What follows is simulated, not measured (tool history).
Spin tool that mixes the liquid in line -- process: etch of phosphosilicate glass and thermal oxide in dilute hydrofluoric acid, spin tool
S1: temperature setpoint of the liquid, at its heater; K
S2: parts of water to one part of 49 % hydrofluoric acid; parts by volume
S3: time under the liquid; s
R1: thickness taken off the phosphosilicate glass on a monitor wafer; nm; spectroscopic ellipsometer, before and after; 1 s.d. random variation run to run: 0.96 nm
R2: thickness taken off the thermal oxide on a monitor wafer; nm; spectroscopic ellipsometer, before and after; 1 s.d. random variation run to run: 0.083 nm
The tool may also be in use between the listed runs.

run  hour      S1  S2  S3      R1      R2
  1     0  298.15  85  40  49.923  2.5609
  2   8.2  299.65  75  40  60.348  3.1276
  3    13  298.15  75  40  56.903  2.9408
  4  20.7  298.15  90  40  46.551   2.433
  5  22.3  298.15  75  40  57.174  2.9503
  6  30.4  298.15  75  45  64.949  3.4215
  7  35.4  298.15  75  45    64.6  3.3391
  8  41.8  299.65  70  45  74.686  3.9552
  9  42.9  300.65  70  45  76.546  3.9697
 10  45.7  301.65  65  45   86.63  4.5692
 11  52.7  302.65  65  45  89.364  4.6892
 12  53.5  303.15  65  45  91.146  4.7223
 13  54.4  303.65  65  45  94.388  4.8556
 14  57.6  303.65  65  45   92.77  4.8592
 15  62.9  304.15  65  45  95.118  5.0056

What does the tool deliver on the next run?
 16  69.4  304.65  65  45   ?   ?

{"run 16": {"R1": 96.702, "R2": 4.9275}}
